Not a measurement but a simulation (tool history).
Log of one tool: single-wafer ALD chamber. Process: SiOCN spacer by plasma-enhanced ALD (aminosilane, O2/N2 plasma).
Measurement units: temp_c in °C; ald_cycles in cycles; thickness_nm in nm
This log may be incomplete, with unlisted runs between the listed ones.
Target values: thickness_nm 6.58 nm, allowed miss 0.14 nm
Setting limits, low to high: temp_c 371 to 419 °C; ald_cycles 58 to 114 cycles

run  hour  temp_c  ald_cycles  thickness_nm
  1     0     395          86        5.3037
  2   5.7     395          92        5.6485
  3   7.3     395          88        5.3888
  4  15.8     401          88        5.4359
  5  17.2     401          94        5.7358
  6  25.7     401          98        5.9902
  7  29.8     401         101        6.2226
  8  34.9     401         103        6.3217
  9  39.9     401         104        6.4316
 10  42.3     401         104        6.4182

Consider the 5 candidate settings below. Which is the only one whose results all fall within their allowed miss of target?
  A  44.7     395         107             ?
  B  44.7     405         105             ?
  C  44.7     394         102             ?
  D  44.7     402         103             ?
  E  44.7     395         111             ?

move  thickness_nm
   A        6.5964
   B        6.3825
   C        6.2882
   D        6.3162
   E         6.843
A: meets every target
B: its largest miss is bigger than the last run's
C: its largest miss is bigger than the last run's
D: its largest miss is bigger than the last run's
E: pushes the last run's worst result past its target
The right move is A.
